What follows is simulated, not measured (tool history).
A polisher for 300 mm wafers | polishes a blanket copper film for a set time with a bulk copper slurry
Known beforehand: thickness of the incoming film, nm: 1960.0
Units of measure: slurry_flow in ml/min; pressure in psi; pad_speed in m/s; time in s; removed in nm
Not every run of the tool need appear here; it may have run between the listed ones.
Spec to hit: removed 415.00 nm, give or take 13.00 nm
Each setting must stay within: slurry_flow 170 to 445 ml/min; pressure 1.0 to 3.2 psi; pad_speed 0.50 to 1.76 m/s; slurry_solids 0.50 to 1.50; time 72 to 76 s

run,hour,slurry_flow,pressure,pad_speed,slurry_solids,time,removed
1,0.0,285,2.1,1.12,1.00,72,483.44
2,8.7,285,2.1,1.12,1.20,72,495.41
3,14.6,285,2.0,1.12,1.20,72,469.22
4,19.5,285,1.9,1.12,1.20,72,453.94
5,24.2,355,1.9,1.12,1.20,72,459.76
6,30.9,355,1.9,1.12,1.20,76,474.81
7,37.3,355,1.8,1.12,1.20,76,451.54
# hour 45.7: slurry blender recalibrated
8,45.7,355,1.7,1.12,1.20,76,447.65

Exercise: of the 4 proposed moves below, exactly one satisfies all targets within the stated allowed misses. Which move is it?
A,54.1,400,1.5,1.32,1.25,76,?
B,54.1,410,1.8,1.14,1.30,72,?
C,54.1,435,1.4,1.24,1.20,74,?
D,54.1,275,1.4,1.48,1.10,75,?

move,removed
A,480.64
B,474.18
C,412.01
D,471.36
A: its largest miss is bigger than the last run's
B: its largest miss is bigger than the last run's
C: every result within its allowed miss
D: its largest miss is bigger than the last run's
So the answer is move C, the one that meets all the targets.

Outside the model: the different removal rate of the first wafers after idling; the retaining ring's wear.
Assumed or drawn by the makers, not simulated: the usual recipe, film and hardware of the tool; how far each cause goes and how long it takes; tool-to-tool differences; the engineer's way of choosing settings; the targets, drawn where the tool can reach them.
